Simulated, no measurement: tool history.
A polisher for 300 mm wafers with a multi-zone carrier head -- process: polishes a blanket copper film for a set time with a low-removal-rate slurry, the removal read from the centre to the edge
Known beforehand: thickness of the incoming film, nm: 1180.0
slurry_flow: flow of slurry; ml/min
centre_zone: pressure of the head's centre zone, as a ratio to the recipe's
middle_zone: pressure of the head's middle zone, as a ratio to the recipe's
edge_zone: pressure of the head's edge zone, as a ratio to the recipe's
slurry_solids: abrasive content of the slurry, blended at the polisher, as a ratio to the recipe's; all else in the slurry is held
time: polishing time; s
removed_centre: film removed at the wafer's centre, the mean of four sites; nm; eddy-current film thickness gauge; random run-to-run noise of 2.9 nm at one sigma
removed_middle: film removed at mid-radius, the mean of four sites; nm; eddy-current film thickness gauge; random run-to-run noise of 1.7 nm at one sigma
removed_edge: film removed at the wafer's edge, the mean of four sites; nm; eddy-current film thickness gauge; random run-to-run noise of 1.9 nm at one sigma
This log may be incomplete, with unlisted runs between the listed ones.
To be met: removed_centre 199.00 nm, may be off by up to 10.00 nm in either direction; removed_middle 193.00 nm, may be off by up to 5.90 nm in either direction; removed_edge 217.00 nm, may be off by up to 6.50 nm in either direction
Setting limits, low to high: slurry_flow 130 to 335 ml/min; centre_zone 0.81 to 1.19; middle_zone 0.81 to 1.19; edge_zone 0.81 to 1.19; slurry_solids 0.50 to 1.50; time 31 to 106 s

{"run": 1, "hour": 0.0, "slurry_flow": 215, "centre_zone": 1.0, "middle_zone": 1.0, "edge_zone": 1.0, "slurry_solids": 1.0, "time": 68, "removed_centre": 161.4, "removed_middle": 168.91, "removed_edge": 166.44}
{"run": 2, "hour": 8.0, "slurry_flow": 220, "centre_zone": 1.0, "middle_zone": 0.99, "edge_zone": 1.03, "slurry_solids": 1.05, "time": 69, "removed_centre": 166.05, "removed_middle": 170.55, "removed_edge": 175.77}
{"run": 3, "hour": 13.8, "slurry_flow": 225, "centre_zone": 1.01, "middle_zone": 1.0, "edge_zone": 1.05, "slurry_solids": 1.1, "time": 69, "removed_centre": 164.03, "removed_middle": 176.52, "removed_edge": 179.31}
{"run": 4, "hour": 19.8, "slurry_flow": 280, "centre_zone": 1.01, "middle_zone": 1.0, "edge_zone": 1.05, "slurry_solids": 1.1, "time": 69, "removed_centre": 175.15, "removed_middle": 181.45, "removed_edge": 185.43}
{"run": 5, "hour": 25.4, "slurry_flow": 280, "centre_zone": 1.01, "middle_zone": 1.0, "edge_zone": 1.05, "slurry_solids": 1.1, "time": 63, "removed_centre": 160.15, "removed_middle": 165.48, "removed_edge": 166.88}
{"run": 6, "hour": 26.0, "slurry_flow": 280, "centre_zone": 1.01, "middle_zone": 1.0, "edge_zone": 1.05, "slurry_solids": 1.0, "time": 63, "removed_centre": 158.08, "removed_middle": 160.33, "removed_edge": 162.43}
{"run": 7, "hour": 33.8, "slurry_flow": 280, "centre_zone": 1.02, "middle_zone": 0.99, "edge_zone": 1.06, "slurry_solids": 1.05, "time": 64, "removed_centre": 160.32, "removed_middle": 162.81, "removed_edge": 170.49}
{"hour": 36.2, "done": "slurry nozzle cleaned"}
{"run": 8, "hour": 36.2, "slurry_flow": 285, "centre_zone": 1.04, "middle_zone": 0.99, "edge_zone": 1.07, "slurry_solids": 1.1, "time": 64, "removed_centre": 168.55, "removed_middle": 173.06, "removed_edge": 177.9}

Which of these 5 next moves meets every target?
{"run": "A", "hour": 38.6, "slurry_flow": 230, "centre_zone": 1.01, "middle_zone": 0.93, "edge_zone": 1.14, "slurry_solids": 1.15, "time": 77, "removed_centre": "?", "removed_middle": "?", "removed_edge": "?"}
{"run": "B", "hour": 38.6, "slurry_flow": 180, "centre_zone": 0.83, "middle_zone": 0.94, "edge_zone": 1.19, "slurry_solids": 0.9, "time": 85, "removed_centre": "?", "removed_middle": "?", "removed_edge": "?"}
{"run": "C", "hour": 38.6, "slurry_flow": 295, "centre_zone": 1.04, "middle_zone": 0.96, "edge_zone": 1.05, "slurry_solids": 1.1, "time": 74, "removed_centre": "?", "removed_middle": "?", "removed_edge": "?"}
{"run": "D", "hour": 38.6, "slurry_flow": 335, "centre_zone": 1.14, "middle_zone": 0.92, "edge_zone": 0.9, "slurry_solids": 0.9, "time": 83, "removed_centre": "?", "removed_middle": "?", "removed_edge": "?"}
{"run": "E", "hour": 38.6, "slurry_flow": 265, "centre_zone": 0.84, "middle_zone": 0.83, "edge_zone": 1.19, "slurry_solids": 1.25, "time": 67, "removed_centre": "?", "removed_middle": "?", "removed_edge": "?"}

move=A removed_centre=199.23 removed_middle=195.78 removed_edge=218.15
move=B removed_centre=172.00 removed_middle=198.49 removed_edge=225.61
move=C removed_centre=198.90 removed_middle=195.67 removed_edge=202.38
move=D removed_centre=229.74 removed_middle=202.74 removed_edge=201.54
move=E removed_centre=156.60 removed_middle=160.96 removed_edge=200.91
A: hits every target within its allowed miss
B: carries the result that was furthest off beyond its target, to the other side
C: moves toward the targets from the last run without getting all of them in spec
D: moves toward the targets from the last run without getting all of them in spec
E: moves toward the targets from the last run without getting all of them in spec
A is the move that brings every result within its allowed miss.
